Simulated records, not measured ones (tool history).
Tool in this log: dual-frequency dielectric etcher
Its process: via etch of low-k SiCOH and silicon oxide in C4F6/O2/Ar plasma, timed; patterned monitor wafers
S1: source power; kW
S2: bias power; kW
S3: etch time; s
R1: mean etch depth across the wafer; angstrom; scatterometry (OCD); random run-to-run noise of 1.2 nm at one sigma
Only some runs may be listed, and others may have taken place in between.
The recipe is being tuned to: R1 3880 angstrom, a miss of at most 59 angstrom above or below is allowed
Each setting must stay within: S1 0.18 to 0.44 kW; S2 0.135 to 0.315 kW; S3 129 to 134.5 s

run,hour,S1,S2,S3,R1
1,0,0.31,0.225,129,3258.3
2,3.8,0.31,0.254,129,3399.6
3,11.1,0.33,0.256,129,3478.2
4,14.1,0.35,0.256,129,3561.5
5,19.6,0.36,0.257,129,3589
6,23.6,0.36,0.225,129,3416.1
7,28.7,0.37,0.232,129,3484.1
8,33.7,0.38,0.238,129,3556.9
9,37.2,0.39,0.242,129,3605.6

Of the 5 settings listed for the next run, only one would bring every result within its allowed miss of target. Which one?
A,40.7,0.37,0.27,134.5,?
B,40.7,0.4,0.244,132,?
C,40.7,0.44,0.205,129,?
D,40.7,0.4,0.215,129,?
E,40.7,0.37,0.228,131,?

move,R1
A,3854.7
B,3728.8
C,3512.7
D,3463.6
E,3506.5
A: every result lands within tolerance
B: an improvement on the last run, though not all results are within tolerance
C: moves away from the targets compared with the last run
D: moves away from the targets compared with the last run
E: moves away from the targets compared with the last run
Answer: A
